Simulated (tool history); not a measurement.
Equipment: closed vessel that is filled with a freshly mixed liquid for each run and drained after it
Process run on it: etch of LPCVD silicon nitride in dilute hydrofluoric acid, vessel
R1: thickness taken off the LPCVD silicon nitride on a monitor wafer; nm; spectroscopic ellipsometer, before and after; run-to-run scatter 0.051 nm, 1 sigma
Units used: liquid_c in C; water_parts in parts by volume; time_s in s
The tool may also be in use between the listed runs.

Run 1, day 0: liquid_c 25 C, water_parts 45 parts by volume, time_s 580 s. Result: R1 8.4302 nm.
Run 2, day 0.233: liquid_c 27 C, water_parts 45 parts by volume, time_s 580 s. Result: R1 9.767 nm.
Run 3, day 0.525: liquid_c 30 C, water_parts 45 parts by volume, time_s 580 s. Result: R1 11.825 nm.
Run 4, day 0.621: liquid_c 29 C, water_parts 45 parts by volume, time_s 580 s. Result: R1 11.23 nm.
Run 5, day 0.808: liquid_c 28 C, water_parts 45 parts by volume, time_s 580 s. Result: R1 10.43 nm.
Run 6, day 0.992: liquid_c 27.5 C, water_parts 45 parts by volume, time_s 580 s. Result: R1 10.018 nm.

Run 7 has not been measured yet. What should we expect?
Run 7, day 1.05: liquid_c 27 C, water_parts 45 parts by volume, time_s 580 s. Result: R1 ?.

R1: 9.8354 nm
